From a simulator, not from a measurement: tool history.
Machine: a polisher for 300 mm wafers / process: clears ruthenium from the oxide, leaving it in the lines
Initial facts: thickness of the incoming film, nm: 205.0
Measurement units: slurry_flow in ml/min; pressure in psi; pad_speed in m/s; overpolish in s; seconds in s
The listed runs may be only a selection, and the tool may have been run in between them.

run	hour	slurry_flow	pressure	pad_speed	overpolish	seconds
1	0.0	170	2.6	0.86	4	117.35
2	7.2	195	2.6	0.86	4	116.38
3	10.6	195	2.6	0.86	4	116.66
4	13.7	175	2.6	0.86	4	119.85
5	19.4	170	2.5	0.86	4	122.84
6	25.8	170	2.4	0.86	4	127.33
7	26.4	145	1.9	0.86	4	163.92

What does the tool deliver on the next run?
# hour 27.1: head pressure recalibrated
8	27.1	150	1.9	0.86	4	?

seconds: 176.05 s
